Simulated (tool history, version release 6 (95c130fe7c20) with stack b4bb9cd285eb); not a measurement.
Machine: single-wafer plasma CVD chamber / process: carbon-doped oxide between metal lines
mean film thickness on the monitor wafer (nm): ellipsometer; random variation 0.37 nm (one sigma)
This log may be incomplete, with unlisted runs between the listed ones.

run,hour,heater temperature setpoint (deg C),chamber pressure (Torr),RF power (W),deposition time (s),mean film thickness on the monitor wafer (nm)
1,0,375,5.38,465,10.52,50.338
2,6.5,375,5.42,480,10.56,52.277
3,10.9,375,5.42,505,10.56,53.953
4,13,375,5.42,505,10.84,55.721
5,17.5,370,5.42,505,10.84,56.207
6,18.8,370,5.42,505,10.52,53.837
7,19.4,370,5.44,515,10.54,55.247
8,23,370,5.47,525,10.56,56.478
9,26.1,370,5.52,530,10.57,57.197
10,32.9,370,5.58,535,10.58,57.759
11,34.5,370,5.64,540,10.59,58.165
12,40.4,370,5.67,545,10.6,58.153
# hour 41.8: capacitance manometer re-zeroed and calibrated
13,41.8,370,5.67,550,10.61,59.073

Run 14, settings as shown, results not yet in. Your forecast:
14,45.1,370,5.68,555,10.62,?

mean film thickness on the monitor wafer (nm): 59.894
